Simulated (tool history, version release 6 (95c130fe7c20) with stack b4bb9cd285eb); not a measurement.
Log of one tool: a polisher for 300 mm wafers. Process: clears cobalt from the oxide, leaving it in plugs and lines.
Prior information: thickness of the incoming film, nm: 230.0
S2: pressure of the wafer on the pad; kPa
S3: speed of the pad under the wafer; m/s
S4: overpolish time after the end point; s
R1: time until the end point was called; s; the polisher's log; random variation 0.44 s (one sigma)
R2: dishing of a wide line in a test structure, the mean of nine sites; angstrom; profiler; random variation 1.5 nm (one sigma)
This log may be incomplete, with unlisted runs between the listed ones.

{"run": 1, "hour": 0.0, "flow of slurry (ml/min)": 150, "S2": 10.3, "S3": 1.06, "S4": 27, "R1": 53.098, "R2": 642.88}
{"run": 2, "hour": 4.0, "flow of slurry (ml/min)": 150, "S2": 10.3, "S3": 0.78, "S4": 27, "R1": 71.509, "R2": 573.35}
{"run": 3, "hour": 11.2, "flow of slurry (ml/min)": 150, "S2": 10.3, "S3": 0.62, "S4": 27, "R1": 90.541, "R2": 508.55}
{"run": 4, "hour": 14.8, "flow of slurry (ml/min)": 175, "S2": 10.3, "S3": 0.62, "S4": 27, "R1": 89.086, "R2": 498.99}
{"run": 5, "hour": 22.8, "flow of slurry (ml/min)": 150, "S2": 10.3, "S3": 0.62, "S4": 27, "R1": 90.552, "R2": 501.6}
{"run": 6, "hour": 26.3, "flow of slurry (ml/min)": 130, "S2": 10.3, "S3": 0.62, "S4": 27, "R1": 93.005, "R2": 485.52}
{"run": 7, "hour": 34.7, "flow of slurry (ml/min)": 135, "S2": 11.0, "S3": 0.64, "S4": 28, "R1": 84.627, "R2": 521.49}
{"run": 8, "hour": 39.6, "flow of slurry (ml/min)": 140, "S2": 11.7, "S3": 0.66, "S4": 29, "R1": 77.695, "R2": 584.49}

Run 9 is up next; what results do you expect?
{"run": 9, "hour": 41.5, "flow of slurry (ml/min)": 175, "S2": 14.5, "S3": 0.84, "S4": 25, "R1": "?", "R2": "?"}

Run 9 gave R1 49.105 s, R2 666.02 angstrom.

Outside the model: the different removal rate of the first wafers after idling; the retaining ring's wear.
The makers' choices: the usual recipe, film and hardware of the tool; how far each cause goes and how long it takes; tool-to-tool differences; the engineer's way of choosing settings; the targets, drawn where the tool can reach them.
